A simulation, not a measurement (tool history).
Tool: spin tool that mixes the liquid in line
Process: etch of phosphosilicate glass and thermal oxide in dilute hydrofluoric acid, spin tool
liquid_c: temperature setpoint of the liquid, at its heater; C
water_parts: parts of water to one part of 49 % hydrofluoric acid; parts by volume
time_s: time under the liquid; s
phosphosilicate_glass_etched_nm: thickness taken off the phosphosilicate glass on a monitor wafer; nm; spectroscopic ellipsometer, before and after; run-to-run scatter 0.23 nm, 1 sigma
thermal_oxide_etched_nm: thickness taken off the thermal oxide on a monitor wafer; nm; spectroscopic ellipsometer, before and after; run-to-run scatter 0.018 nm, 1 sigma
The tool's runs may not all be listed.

run	hour	liquid_c	water_parts	time_s	phosphosilicate_glass_etched_nm	thermal_oxide_etched_nm
1	0	22	115	60	48.655	2.5899
2	1.6	22	115	75	59.516	3.1992
3	2.8	24	115	75	65.06	3.5117
4	7.1	23	120	75	58.428	3.2697
5	14.7	22.5	125	75	55.964	2.9258
6	18	21	125	75	52.709	2.798
7	22.1	21	125	75	53.132	2.8997

What does the tool deliver on the next run?
8	28.1	20.5	130	75	?	?

phosphosilicate_glass_etched_nm: 49.395 nm
thermal_oxide_etched_nm: 2.627 nm
